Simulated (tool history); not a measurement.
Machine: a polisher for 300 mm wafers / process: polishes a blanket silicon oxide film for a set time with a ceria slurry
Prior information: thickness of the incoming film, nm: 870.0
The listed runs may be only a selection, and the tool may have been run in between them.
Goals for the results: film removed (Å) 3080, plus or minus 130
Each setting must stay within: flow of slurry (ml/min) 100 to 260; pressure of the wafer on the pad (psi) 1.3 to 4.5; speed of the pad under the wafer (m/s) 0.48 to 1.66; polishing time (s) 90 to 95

run  hour  flow of slurry (ml/min)  pressure of the wafer on the pad (psi)  speed of the pad under the wafer (m/s)  polishing time (s)  film removed (Å)
  1     0                      165                                     2.9                                    1.06                  90            4506.7
  2   1.2                      165                                     2.4                                    1.06                  90            3849.9
  3   2.1                      165                                     2.3                                    1.06                  90              3702
  4   9.8                      165                                     2.2                                    1.06                  90            3617.9
  5  13.5                      190                                     2.2                                    1.06                  90            3704.9
  6    17                      185                                     2.1                                    1.06                  90            3638.6
  7  17.6                      175                                       2                                    1.06                  90            3491.3
  8  18.5                      170                                     1.9                                    1.06                  90            3314.1
  9  24.4                      165                                     1.9                                    1.06                  90            3281.9

5 candidate next runs follow, results not yet known. Just one meets every target within its allowed miss. Identify it.
  A  30.3                      150                                     1.9                                       1                  91                 ?
  B  30.3                      155                                     1.6                                       1                  90                 ?
  C  30.3                      135                                     1.8                                    1.16                  91                 ?
  D  30.3                      185                                       2                                    0.98                  94                 ?
  E  30.3                      145                                     1.5                                    1.08                  90                 ?

move  film removed (Å)
   A            3085.4
   B            2737.3
   C            3359.9
   D            3359.1
   E            2792.8
A: every result within its allowed miss
B: the result that was furthest off in the last run now lies on the other side of its target
C: further off than the last run
D: further off than the last run
E: the result that was furthest off in the last run now lies on the other side of its target
A meets every target.
